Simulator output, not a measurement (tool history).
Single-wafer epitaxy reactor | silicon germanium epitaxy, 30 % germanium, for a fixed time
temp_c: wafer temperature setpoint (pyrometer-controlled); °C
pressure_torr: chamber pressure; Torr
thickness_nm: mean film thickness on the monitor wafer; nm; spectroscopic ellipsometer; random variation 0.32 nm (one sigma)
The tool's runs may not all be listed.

run	day	temp_c	pressure_torr	thickness_nm
1	0.000	590	21.1	51.814
2	0.179	598	21.4	61.169
3	0.446	598	18.1	55.660
4	0.604	603	18.9	62.769
5	0.758	610	18.9	71.585
6	0.796	605	18.9	65.567

The next listed run, before its measurement:
7	1.058	608	19.3	?

thickness_nm: 69.561 nm
